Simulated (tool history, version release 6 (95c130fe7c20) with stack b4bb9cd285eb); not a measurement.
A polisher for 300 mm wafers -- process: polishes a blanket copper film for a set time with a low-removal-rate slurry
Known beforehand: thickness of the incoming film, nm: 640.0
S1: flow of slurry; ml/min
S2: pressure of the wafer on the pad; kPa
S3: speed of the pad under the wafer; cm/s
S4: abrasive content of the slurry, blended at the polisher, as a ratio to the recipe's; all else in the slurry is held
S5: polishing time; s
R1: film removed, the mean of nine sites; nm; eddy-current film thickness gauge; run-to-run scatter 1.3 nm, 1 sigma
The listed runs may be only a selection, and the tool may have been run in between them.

run 1 hour=0.0 | S1=265 S2=15.9 S3=130 S4=1.00 S5=51 | R1=152.71
run 2 hour=1.6 | S1=265 S2=18.6 S3=130 S4=1.00 S5=51 | R1=179.18
run 3 hour=7.9 | S1=265 S2=17.2 S3=130 S4=1.00 S5=51 | R1=165.87
run 4 hour=16.6 | S1=265 S2=17.2 S3=130 S4=0.85 S5=51 | R1=157.16
run 5 hour=22.4 | S1=205 S2=17.2 S3=130 S4=0.85 S5=51 | R1=157.92
run 6 hour=27.2 | S1=205 S2=17.2 S3=130 S4=0.85 S5=54 | R1=164.76
run 7 hour=32.7 | S1=205 S2=17.2 S3=130 S4=0.85 S5=54 | R1=168.77
run 8 hour=40.8 | S1=205 S2=16.5 S3=130 S4=0.85 S5=54 | R1=156.08
run 9 hour=49.6 | S1=205 S2=15.9 S3=130 S4=0.85 S5=54 | R1=154.69

Run 10 has not been measured yet. What should we expect?
run 10 hour=53.3 | S1=205 S2=15.2 S3=130 S4=0.85 S5=54 | R1=?

{"run 10": {"R1": 149.42}}
